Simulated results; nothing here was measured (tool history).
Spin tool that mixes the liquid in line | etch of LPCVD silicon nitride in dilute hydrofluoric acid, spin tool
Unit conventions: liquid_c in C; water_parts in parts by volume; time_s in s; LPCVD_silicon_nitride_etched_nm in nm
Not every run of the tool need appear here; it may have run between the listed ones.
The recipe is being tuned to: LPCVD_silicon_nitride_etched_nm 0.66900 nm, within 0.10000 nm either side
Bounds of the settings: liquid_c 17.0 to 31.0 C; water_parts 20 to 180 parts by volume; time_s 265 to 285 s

run  hour  liquid_c  water_parts  time_s  LPCVD_silicon_nitride_etched_nm
  1   0.0      23.0          100     265                          1.10640
  2   5.8      26.5          100     265                          1.38070
  3  11.2      26.5          130     265                          1.18750
  4  12.1      29.0          130     265                          1.24910
  5  13.3      29.0          100     265                          1.78170
  6  20.6      26.5          115     265                          1.23460
  7  29.6      25.0          125     265                          1.07710
  8  36.4      23.5          135     265                          0.83191
  9  44.2      23.0          140     265                          0.82232

Which of these 5 next moves meets every target?
  A  52.0      19.0          180     265                                ?
  B  52.0      20.5          145     285                                ?
  C  52.0      18.5          180     265                                ?
  D  52.0      19.5          175     265                                ?
  E  52.0      19.5          170     265                                ?

move  LPCVD_silicon_nitride_etched_nm
   A                          0.50645
   B                          0.74280
   C                          0.48980
   D                          0.53809
   E                          0.55345
A: takes the result that was furthest off past its target
B: all results in spec
C: takes the result that was furthest off past its target
D: takes the result that was furthest off past its target
E: takes the result that was furthest off past its target
Move B is the one to make.
